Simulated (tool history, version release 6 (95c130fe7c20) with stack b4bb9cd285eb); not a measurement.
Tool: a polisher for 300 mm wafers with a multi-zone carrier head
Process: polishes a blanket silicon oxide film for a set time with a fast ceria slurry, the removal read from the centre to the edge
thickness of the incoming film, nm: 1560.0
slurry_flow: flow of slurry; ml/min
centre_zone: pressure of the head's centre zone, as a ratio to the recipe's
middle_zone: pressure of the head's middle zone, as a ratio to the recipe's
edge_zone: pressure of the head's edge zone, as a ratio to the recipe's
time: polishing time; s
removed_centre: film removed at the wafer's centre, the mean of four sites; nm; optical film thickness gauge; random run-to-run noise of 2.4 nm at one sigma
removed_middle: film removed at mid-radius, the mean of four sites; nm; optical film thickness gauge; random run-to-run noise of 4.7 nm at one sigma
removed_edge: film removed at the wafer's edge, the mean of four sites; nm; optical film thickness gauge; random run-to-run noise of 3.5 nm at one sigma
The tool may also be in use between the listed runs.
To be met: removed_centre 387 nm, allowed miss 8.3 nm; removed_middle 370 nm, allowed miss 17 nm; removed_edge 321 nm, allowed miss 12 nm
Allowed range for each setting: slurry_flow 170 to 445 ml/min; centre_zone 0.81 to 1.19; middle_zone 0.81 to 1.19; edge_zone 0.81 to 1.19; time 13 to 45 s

run 1 hour=0 | slurry_flow=285 centre_zone=1 middle_zone=1 edge_zone=1 time=29 | removed_centre=643.19 removed_middle=601.37 removed_edge=572.25
run 2 hour=5 | slurry_flow=355 centre_zone=1 middle_zone=1 edge_zone=1 time=29 | removed_centre=647.96 removed_middle=604.44 removed_edge=581.65
run 3 hour=7.5 | slurry_flow=345 centre_zone=0.99 middle_zone=1 edge_zone=0.96 time=26 | removed_centre=569.6 removed_middle=520.71 removed_edge=508.32
run 4 hour=9.3 | slurry_flow=335 centre_zone=0.99 middle_zone=1.03 edge_zone=0.92 time=24 | removed_centre=524.06 removed_middle=504.31 removed_edge=459.97
run 5 hour=15.1 | slurry_flow=335 centre_zone=0.99 middle_zone=0.96 edge_zone=0.92 time=24 | removed_centre=525.54 removed_middle=478.16 removed_edge=473.81
run 6 hour=20.4 | slurry_flow=335 centre_zone=0.99 middle_zone=0.99 edge_zone=0.92 time=24 | removed_centre=526.48 removed_middle=496.74 removed_edge=460.08
run 7 hour=24.3 | slurry_flow=335 centre_zone=0.99 middle_zone=0.99 edge_zone=0.9 time=22 | removed_centre=486.66 removed_middle=442.16 removed_edge=425.31
run 8 hour=25.4 | slurry_flow=330 centre_zone=0.99 middle_zone=1.01 edge_zone=0.88 time=21 | removed_centre=462.78 removed_middle=437.23 removed_edge=393.27
run 9 hour=33.9 | slurry_flow=320 centre_zone=0.99 middle_zone=1.01 edge_zone=0.86 time=20 | removed_centre=437.94 removed_middle=414.92 removed_edge=375.5
run 10 hour=35.4 | slurry_flow=310 centre_zone=1.02 middle_zone=1.05 edge_zone=0.81 time=16 | removed_centre=362.64 removed_middle=339.29 removed_edge=291.27
run 11 hour=38.1 | slurry_flow=330 centre_zone=1.02 middle_zone=1.05 edge_zone=0.82 time=16 | removed_centre=366.28 removed_middle=343.5 removed_edge=293.9
run 12 hour=38.9 | slurry_flow=335 centre_zone=1.02 middle_zone=1.05 edge_zone=0.84 time=16 | removed_centre=362.34 removed_middle=339.82 removed_edge=296.92
run 13 hour=46.1 | slurry_flow=365 centre_zone=1.05 middle_zone=1.12 edge_zone=0.91 time=17 | removed_centre=396.72 removed_middle=384.76 removed_edge=323.38
run 14 hour=54.4 | slurry_flow=360 centre_zone=1.05 middle_zone=1.11 edge_zone=0.91 time=17 | removed_centre=401.66 removed_middle=373.43 removed_edge=327.52
-- hour=63.2 centre zone pressure recalibrated
run 15 hour=63.2 | slurry_flow=340 centre_zone=1.02 middle_zone=1.12 edge_zone=0.88 time=17 | removed_centre=357.2 removed_middle=380.52 removed_edge=323.2
run 16 hour=67.8 | slurry_flow=355 centre_zone=1.02 middle_zone=1.12 edge_zone=0.89 time=17 | removed_centre=364.25 removed_middle=386.21 removed_edge=318.67

5 candidate next runs follow, results not yet known. Just one meets every target within its allowed miss. Identify it.
run A hour=72.4 | slurry_flow=415 centre_zone=1.08 middle_zone=1.08 edge_zone=0.88 time=17 | removed_centre=? removed_middle=? removed_edge=?
run B hour=72.4 | slurry_flow=235 centre_zone=1.08 middle_zone=0.9 edge_zone=1.05 time=18 | removed_centre=? removed_middle=? removed_edge=?
run C hour=72.4 | slurry_flow=420 centre_zone=1.02 middle_zone=1.06 edge_zone=0.92 time=17 | removed_centre=? removed_middle=? removed_edge=?
run D hour=72.4 | slurry_flow=315 centre_zone=1.03 middle_zone=1.11 edge_zone=0.93 time=18 | removed_centre=? removed_middle=? removed_edge=?
run E hour=72.4 | slurry_flow=295 centre_zone=0.99 middle_zone=1.17 edge_zone=0.93 time=18 | removed_centre=? removed_middle=? removed_edge=?

move=A removed_centre=381.76 removed_middle=377.58 removed_edge=324.81
move=B removed_centre=381.29 removed_middle=332.06 removed_edge=355.8
move=C removed_centre=360.69 removed_middle=372.74 removed_edge=330.77
move=D removed_centre=376.28 removed_middle=399.43 removed_edge=345.43
move=E removed_centre=359.28 removed_middle=413.34 removed_edge=343.6
A: hits every target within its allowed miss
B: gets the furthest-off result to its target, but another result is out of tolerance
C: the biggest miss grows against the last run
D: nearer than the last run, and not there yet
E: the biggest miss grows against the last run
Correct choice: A, which meets every target

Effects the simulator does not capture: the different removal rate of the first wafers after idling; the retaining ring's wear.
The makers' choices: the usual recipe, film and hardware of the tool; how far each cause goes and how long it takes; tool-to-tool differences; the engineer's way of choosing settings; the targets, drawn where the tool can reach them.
